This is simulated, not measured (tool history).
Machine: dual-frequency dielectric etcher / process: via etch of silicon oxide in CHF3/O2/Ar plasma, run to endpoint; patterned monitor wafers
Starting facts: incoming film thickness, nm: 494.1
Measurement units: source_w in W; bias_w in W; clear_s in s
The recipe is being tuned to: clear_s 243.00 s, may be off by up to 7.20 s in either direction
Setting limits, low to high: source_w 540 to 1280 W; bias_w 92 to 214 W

run,day,source_w,bias_w,clear_s
1,0.000,910,153,213.89
2,0.138,840,148,223.12
3,0.488,840,158,216.90
4,0.683,840,168,212.16
5,1.000,710,168,226.85
6,1.329,710,188,221.07
7,1.400,660,184,229.27
8,1.546,630,182,234.81

Pick the move, out of 4, that brings all results within their allowed miss; only one does.
A,1.692,720,184,?
B,1.692,740,190,?
C,1.692,660,150,?
D,1.692,730,178,?

move,clear_s
A,219.53
B,215.34
C,239.89
D,220.49
A: the biggest miss grows against the last run
B: the biggest miss grows against the last run
C: meets every target
D: the biggest miss grows against the last run
Go with C: it meets all targets.

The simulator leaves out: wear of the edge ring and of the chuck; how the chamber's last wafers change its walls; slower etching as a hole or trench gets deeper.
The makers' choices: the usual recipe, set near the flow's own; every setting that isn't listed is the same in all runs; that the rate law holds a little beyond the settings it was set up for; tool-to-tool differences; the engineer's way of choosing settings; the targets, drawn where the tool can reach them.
